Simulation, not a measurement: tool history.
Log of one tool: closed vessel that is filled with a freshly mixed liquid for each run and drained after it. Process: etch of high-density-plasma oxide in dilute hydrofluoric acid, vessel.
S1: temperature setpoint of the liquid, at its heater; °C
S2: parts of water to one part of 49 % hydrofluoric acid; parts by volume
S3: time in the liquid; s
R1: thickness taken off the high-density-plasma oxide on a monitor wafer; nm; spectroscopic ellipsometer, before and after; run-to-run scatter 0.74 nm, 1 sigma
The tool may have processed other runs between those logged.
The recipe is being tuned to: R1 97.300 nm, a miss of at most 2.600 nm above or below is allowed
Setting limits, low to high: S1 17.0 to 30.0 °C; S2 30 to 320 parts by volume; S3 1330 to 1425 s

Run 1, hour 0.0: S1 22.0 °C, S2 175 parts by volume, S3 1330 s. Result: R1 31.118 nm.
Run 2, hour 7.8: S1 22.0 °C, S2 140 parts by volume, S3 1330 s. Result: R1 40.033 nm.
Run 3, hour 10.1: S1 22.0 °C, S2 140 parts by volume, S3 1330 s. Result: R1 39.888 nm.
Run 4, hour 13.4: S1 23.0 °C, S2 130 parts by volume, S3 1330 s. Result: R1 45.456 nm.
Run 5, hour 16.0: S1 23.5 °C, S2 125 parts by volume, S3 1330 s. Result: R1 48.244 nm.
Run 6, hour 17.0: S1 23.5 °C, S2 165 parts by volume, S3 1330 s. Result: R1 34.528 nm.
Run 7, hour 21.8: S1 24.0 °C, S2 155 parts by volume, S3 1330 s. Result: R1 38.594 nm.
Run 8, hour 30.8: S1 24.5 °C, S2 145 parts by volume, S3 1330 s. Result: R1 42.315 nm.
Run 9, hour 38.9: S1 28.5 °C, S2 75 parts by volume, S3 1335 s. Result: R1 105.450 nm.
Run 10, hour 39.9: S1 28.0 °C, S2 75 parts by volume, S3 1335 s. Result: R1 105.000 nm.
Run 11, hour 41.0: S1 27.5 °C, S2 75 parts by volume, S3 1335 s. Result: R1 102.210 nm.

Below are 4 possible settings for the next run. Only one of them brings all results inside the allowed miss of their targets. Which is it?
Run A, hour 42.1: S1 28.0 °C, S2 85 parts by volume, S3 1425 s. Result: R1 ?.
Run B, hour 42.1: S1 27.0 °C, S2 70 parts by volume, S3 1330 s. Result: R1 ?.
Run C, hour 42.1: S1 24.5 °C, S2 70 parts by volume, S3 1410 s. Result: R1 ?.
Run D, hour 42.1: S1 30.0 °C, S2 85 parts by volume, S3 1420 s. Result: R1 ?.

move       R1
   A   96.792
   B  107.950
   C  103.640
   D  104.070
A: all results in spec
B: its largest miss is bigger than the last run's
C: its largest miss is bigger than the last run's
D: its largest miss is bigger than the last run's
Correct choice: A, which meets every target
